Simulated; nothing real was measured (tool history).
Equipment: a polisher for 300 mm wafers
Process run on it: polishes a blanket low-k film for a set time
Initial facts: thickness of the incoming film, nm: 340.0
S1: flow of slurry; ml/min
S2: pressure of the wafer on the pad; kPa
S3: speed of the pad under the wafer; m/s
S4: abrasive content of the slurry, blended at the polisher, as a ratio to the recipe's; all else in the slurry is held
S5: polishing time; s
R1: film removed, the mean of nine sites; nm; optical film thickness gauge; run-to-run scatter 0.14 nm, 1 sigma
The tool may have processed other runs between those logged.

run  hour   S1    S2    S3    S4  S5      R1
  1     0  155  12.4  1.12     1  27   9.613
  2   5.5  155  12.4  1.12  1.15  27  10.255
  3   8.4  155  12.4  1.12   1.3  27  11.199
  4    11  170  12.4  1.12   1.3  27   11.29
  5  19.7  175  13.1  1.12   1.3  27  11.863
  6  21.2  175  13.8  1.12   1.3  27  12.507

Run 7 comes next. What will it give?
  7  27.7  175  13.8  1.12  1.3  27   ?

Run 7 yielded R1 12.557 nm.
